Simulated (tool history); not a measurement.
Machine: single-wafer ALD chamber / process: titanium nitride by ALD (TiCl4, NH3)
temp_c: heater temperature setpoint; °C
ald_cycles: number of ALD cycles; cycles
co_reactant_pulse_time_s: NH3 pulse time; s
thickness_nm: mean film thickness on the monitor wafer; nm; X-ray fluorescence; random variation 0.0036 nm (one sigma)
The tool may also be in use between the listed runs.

{"run": 1, "hour": 0.0, "temp_c": 395, "ald_cycles": 41, "co_reactant_pulse_time_s": 2.18, "thickness_nm": 0.81637}
{"run": 2, "hour": 7.5, "temp_c": 395, "ald_cycles": 41, "co_reactant_pulse_time_s": 1.64, "thickness_nm": 0.80396}
{"run": 3, "hour": 9.4, "temp_c": 388, "ald_cycles": 40, "co_reactant_pulse_time_s": 1.39, "thickness_nm": 0.75945}
{"run": 4, "hour": 12.0, "temp_c": 382, "ald_cycles": 40, "co_reactant_pulse_time_s": 1.39, "thickness_nm": 0.75825}
{"run": 5, "hour": 14.4, "temp_c": 382, "ald_cycles": 40, "co_reactant_pulse_time_s": 1.63, "thickness_nm": 0.77621}
{"run": 6, "hour": 17.3, "temp_c": 382, "ald_cycles": 39, "co_reactant_pulse_time_s": 1.63, "thickness_nm": 0.75791}
{"run": 7, "hour": 18.6, "temp_c": 371, "ald_cycles": 39, "co_reactant_pulse_time_s": 0.93, "thickness_nm": 0.61274}
{"run": 8, "hour": 22.8, "temp_c": 377, "ald_cycles": 39, "co_reactant_pulse_time_s": 0.93, "thickness_nm": 0.63023}
{"run": 9, "hour": 31.7, "temp_c": 384, "ald_cycles": 40, "co_reactant_pulse_time_s": 0.94, "thickness_nm": 0.66563}
{"run": 10, "hour": 32.5, "temp_c": 388, "ald_cycles": 40, "co_reactant_pulse_time_s": 0.98, "thickness_nm": 0.69854}
{"run": 11, "hour": 41.1, "temp_c": 388, "ald_cycles": 40, "co_reactant_pulse_time_s": 0.98, "thickness_nm": 0.69807}
{"run": 12, "hour": 47.5, "temp_c": 390, "ald_cycles": 40, "co_reactant_pulse_time_s": 0.98, "thickness_nm": 0.69879}
{"run": 13, "hour": 52.2, "temp_c": 392, "ald_cycles": 40, "co_reactant_pulse_time_s": 0.98, "thickness_nm": 0.70743}

Run 14 has not been measured yet. What should we expect?
{"run": 14, "hour": 56.0, "temp_c": 393, "ald_cycles": 40, "co_reactant_pulse_time_s": 0.98, "thickness_nm": "?"}

thickness_nm: 0.70360 nm
